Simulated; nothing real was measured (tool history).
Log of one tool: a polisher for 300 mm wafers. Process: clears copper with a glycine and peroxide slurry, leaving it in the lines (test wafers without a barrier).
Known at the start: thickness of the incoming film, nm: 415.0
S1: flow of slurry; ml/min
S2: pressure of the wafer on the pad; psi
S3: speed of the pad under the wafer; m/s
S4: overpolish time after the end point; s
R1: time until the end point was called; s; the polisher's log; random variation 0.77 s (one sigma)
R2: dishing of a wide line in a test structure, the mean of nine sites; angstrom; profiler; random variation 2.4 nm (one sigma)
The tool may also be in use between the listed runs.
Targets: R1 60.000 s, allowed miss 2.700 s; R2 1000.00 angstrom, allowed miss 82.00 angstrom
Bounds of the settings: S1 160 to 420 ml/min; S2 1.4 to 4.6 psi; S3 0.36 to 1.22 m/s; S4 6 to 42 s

{"run": 1, "hour": 0.0, "S1": 270, "S2": 3.0, "S3": 0.78, "S4": 21, "R1": 88.527, "R2": 613.72}
{"run": 2, "hour": 1.6, "S1": 270, "S2": 3.0, "S3": 0.78, "S4": 28, "R1": 88.316, "R2": 734.38}
{"run": 3, "hour": 4.6, "S1": 270, "S2": 3.0, "S3": 0.78, "S4": 37, "R1": 88.246, "R2": 865.51}
{"run": 4, "hour": 5.2, "S1": 335, "S2": 3.0, "S3": 0.78, "S4": 37, "R1": 86.545, "R2": 851.28}
{"run": 5, "hour": 11.7, "S1": 400, "S2": 3.0, "S3": 0.78, "S4": 37, "R1": 83.849, "R2": 910.71}
{"run": 6, "hour": 15.6, "S1": 400, "S2": 3.2, "S3": 0.78, "S4": 36, "R1": 81.178, "R2": 888.24}
{"hour": 21.7, "done": "slurry nozzle cleaned"}
{"run": 7, "hour": 21.7, "S1": 400, "S2": 3.2, "S3": 0.78, "S4": 36, "R1": 82.107, "R2": 905.57}
{"run": 8, "hour": 22.3, "S1": 400, "S2": 4.0, "S3": 0.82, "S4": 32, "R1": 65.664, "R2": 929.99}
{"run": 9, "hour": 24.3, "S1": 400, "S2": 4.1, "S3": 0.82, "S4": 32, "R1": 64.615, "R2": 983.12}

5 next moves are on the table. One of them brings every result within its allowed miss. Which?
{"run": "A", "hour": 26.3, "S1": 415, "S2": 3.5, "S3": 0.78, "S4": 36, "R1": "?", "R2": "?"}
{"run": "B", "hour": 26.3, "S1": 365, "S2": 3.4, "S3": 0.82, "S4": 36, "R1": "?", "R2": "?"}
{"run": "C", "hour": 26.3, "S1": 420, "S2": 4.6, "S3": 0.66, "S4": 41, "R1": "?", "R2": "?"}
{"run": "D", "hour": 26.3, "S1": 325, "S2": 3.8, "S3": 0.8, "S4": 31, "R1": "?", "R2": "?"}
{"run": "E", "hour": 26.3, "S1": 355, "S2": 4.1, "S3": 0.9, "S4": 31, "R1": "?", "R2": "?"}

move=A R1=74.620 R2=931.34
move=B R1=74.090 R2=930.80
move=C R1=68.351 R2=1047.60
move=D R1=69.865 R2=891.30
move=E R1=59.769 R2=958.40
A: further off than the last run
B: further off than the last run
C: further off than the last run
D: further off than the last run
E: meets every target
Move E is the one to make.
